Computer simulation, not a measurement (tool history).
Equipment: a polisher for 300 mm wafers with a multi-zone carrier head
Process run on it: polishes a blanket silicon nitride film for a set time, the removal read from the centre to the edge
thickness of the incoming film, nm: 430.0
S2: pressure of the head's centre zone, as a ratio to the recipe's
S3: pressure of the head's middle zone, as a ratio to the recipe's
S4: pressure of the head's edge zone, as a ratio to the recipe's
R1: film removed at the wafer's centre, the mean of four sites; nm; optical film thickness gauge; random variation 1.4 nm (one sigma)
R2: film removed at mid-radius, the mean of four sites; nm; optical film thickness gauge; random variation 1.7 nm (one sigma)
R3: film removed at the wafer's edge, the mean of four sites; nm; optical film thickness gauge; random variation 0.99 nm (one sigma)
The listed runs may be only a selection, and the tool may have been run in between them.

{"run": 1, "hour": 0.0, "flow of slurry (ml/min)": 285, "S2": 1, "S3": 1, "S4": 1, "polishing time (s)": 87, "R1": 142.46, "R2": 141.9, "R3": 136.45}
{"run": 2, "hour": 7.3, "flow of slurry (ml/min)": 285, "S2": 1, "S3": 1.01, "S4": 0.97, "polishing time (s)": 84, "R1": 136.71, "R2": 139.09, "R3": 134.8}
{"run": 3, "hour": 11.5, "flow of slurry (ml/min)": 290, "S2": 1.02, "S3": 1.04, "S4": 0.97, "polishing time (s)": 79, "R1": 132.49, "R2": 134.35, "R3": 125.78}
{"run": 4, "hour": 16.5, "flow of slurry (ml/min)": 290, "S2": 1.1, "S3": 1.04, "S4": 0.97, "polishing time (s)": 79, "R1": 140.27, "R2": 137.92, "R3": 124.5}
{"run": 5, "hour": 24.3, "flow of slurry (ml/min)": 290, "S2": 1.1, "S3": 1.05, "S4": 0.96, "polishing time (s)": 77, "R1": 137.8, "R2": 134.22, "R3": 121.76}
{"run": 6, "hour": 30.6, "flow of slurry (ml/min)": 290, "S2": 1.1, "S3": 1.07, "S4": 0.95, "polishing time (s)": 75, "R1": 136.36, "R2": 134.29, "R3": 115.93}
{"run": 7, "hour": 31.9, "flow of slurry (ml/min)": 285, "S2": 1.08, "S3": 1.07, "S4": 0.94, "polishing time (s)": 74, "R1": 128.99, "R2": 132.02, "R3": 114.75}

Run 8 has not been measured yet. What should we expect?
{"run": 8, "hour": 35.3, "flow of slurry (ml/min)": 280, "S2": 1.08, "S3": 1.07, "S4": 0.93, "polishing time (s)": 73, "R1": "?", "R2": "?", "R3": "?"}

Run 8 produced R1 127.71 nm, R2 128.62 nm, R3 112.28 nm.
